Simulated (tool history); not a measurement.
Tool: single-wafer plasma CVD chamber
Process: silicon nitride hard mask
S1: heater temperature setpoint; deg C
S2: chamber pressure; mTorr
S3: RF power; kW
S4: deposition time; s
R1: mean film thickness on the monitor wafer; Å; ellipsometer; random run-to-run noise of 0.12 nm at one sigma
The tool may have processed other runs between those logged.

run 1 day=0 | S1=385 S2=2060 S3=0.355 S4=21.2 | R1=328.99
run 2 day=0.117 | S1=385 S2=2190 S3=0.36 S4=21.2 | R1=336.61
run 3 day=0.288 | S1=385 S2=2190 S3=0.36 S4=20.2 | R1=320.2
run 4 day=0.567 | S1=385 S2=2290 S3=0.37 S4=20.2 | R1=329.68
run 5 day=0.825 | S1=385 S2=2370 S3=0.38 S4=20.2 | R1=338.59
run 6 day=0.858 | S1=385 S2=2370 S3=0.38 S4=20.2 | R1=338.1
run 7 day=1.017 | S1=385 S2=2440 S3=0.385 S4=20.2 | R1=343.94

Run 8 has not been measured yet. What should we expect?
run 8 day=1.171 | S1=385 S2=2500 S3=0.39 S4=20.2 | R1=?

{"run 8": {"R1": 348.07}}

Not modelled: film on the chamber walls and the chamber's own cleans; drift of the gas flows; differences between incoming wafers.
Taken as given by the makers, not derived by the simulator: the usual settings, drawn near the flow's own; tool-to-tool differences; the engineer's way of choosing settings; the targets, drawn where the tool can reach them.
